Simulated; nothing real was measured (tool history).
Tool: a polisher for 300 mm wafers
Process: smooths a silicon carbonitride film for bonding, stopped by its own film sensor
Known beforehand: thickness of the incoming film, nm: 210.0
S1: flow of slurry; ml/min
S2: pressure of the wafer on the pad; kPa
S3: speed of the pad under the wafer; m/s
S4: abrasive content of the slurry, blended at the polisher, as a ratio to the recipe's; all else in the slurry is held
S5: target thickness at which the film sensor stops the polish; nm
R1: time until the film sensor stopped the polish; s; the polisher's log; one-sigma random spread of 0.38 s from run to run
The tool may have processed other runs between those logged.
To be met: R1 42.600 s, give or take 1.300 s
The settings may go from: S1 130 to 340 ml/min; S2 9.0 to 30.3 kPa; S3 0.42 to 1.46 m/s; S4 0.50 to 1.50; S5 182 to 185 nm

run	day	S1	S2	S3	S4	S5	R1
1	0.000	220	19.3	0.94	1.00	182	76.687
2	0.350	225	22.1	0.94	1.00	182	66.974
3	0.692	225	25.5	0.94	1.00	182	58.117
4	0.854	180	25.5	0.94	1.00	182	60.111
5	0.975	180	22.1	0.94	1.00	182	70.272
6	1.121	180	22.1	1.06	1.00	182	63.339
7	1.212	195	23.4	1.06	1.00	182	59.768
8	1.471	195	29.0	1.10	1.00	182	46.543
9	1.679	200	29.0	1.10	1.00	182	45.417
10	1.762	205	29.0	1.10	1.00	182	45.631

Exercise: of the 5 proposed moves below, exactly one satisfies all targets within the stated allowed misses. Which move is it?
A	1.846	235	26.2	1.06	1.05	182	?
B	1.846	145	29.0	1.26	1.10	184	?
C	1.846	170	26.9	1.22	1.05	182	?
D	1.846	190	30.3	1.06	1.00	184	?
E	1.846	210	30.3	1.10	0.85	183	?

move	R1
A	49.738
B	39.623
C	46.277
D	42.826
E	46.864
A: its largest miss is bigger than the last run's
B: carries the result that was furthest off beyond its target, to the other side
C: its largest miss is bigger than the last run's
D: each result inside its tolerance
E: its largest miss is bigger than the last run's
Correct choice: D, which meets every target

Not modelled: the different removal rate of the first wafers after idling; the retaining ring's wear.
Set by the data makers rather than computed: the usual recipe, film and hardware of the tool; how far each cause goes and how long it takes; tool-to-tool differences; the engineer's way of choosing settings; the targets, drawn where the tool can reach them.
